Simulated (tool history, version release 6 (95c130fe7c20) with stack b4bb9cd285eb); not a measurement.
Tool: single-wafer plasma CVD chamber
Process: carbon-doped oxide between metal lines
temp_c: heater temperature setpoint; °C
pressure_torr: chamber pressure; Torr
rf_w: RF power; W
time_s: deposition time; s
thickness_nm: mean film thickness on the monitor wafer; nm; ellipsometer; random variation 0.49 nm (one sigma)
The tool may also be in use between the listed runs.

{"run": 1, "hour": 0.0, "temp_c": 335, "pressure_torr": 6.04, "rf_w": 425, "time_s": 21.3, "thickness_nm": 111.53}
{"run": 2, "hour": 6.0, "temp_c": 337, "pressure_torr": 5.88, "rf_w": 415, "time_s": 21.3, "thickness_nm": 108.35}
{"run": 3, "hour": 11.5, "temp_c": 342, "pressure_torr": 5.88, "rf_w": 415, "time_s": 21.3, "thickness_nm": 106.8}
{"run": 4, "hour": 19.6, "temp_c": 342, "pressure_torr": 5.88, "rf_w": 415, "time_s": 21.3, "thickness_nm": 106.32}
{"run": 5, "hour": 25.0, "temp_c": 344, "pressure_torr": 5.74, "rf_w": 410, "time_s": 21.3, "thickness_nm": 105.28}
{"hour": 31.3, "done": "capacitance manometer re-zeroed and calibrated"}
{"run": 6, "hour": 31.3, "temp_c": 345, "pressure_torr": 5.68, "rf_w": 400, "time_s": 21.3, "thickness_nm": 104.13}
{"run": 7, "hour": 33.8, "temp_c": 346, "pressure_torr": 5.66, "rf_w": 390, "time_s": 21.3, "thickness_nm": 102.48}

Run 8 comes next. What will it give?
{"run": 8, "hour": 40.2, "temp_c": 347, "pressure_torr": 5.63, "rf_w": 380, "time_s": 21.3, "thickness_nm": "?"}

{"run 8": {"thickness_nm": 100.84}}
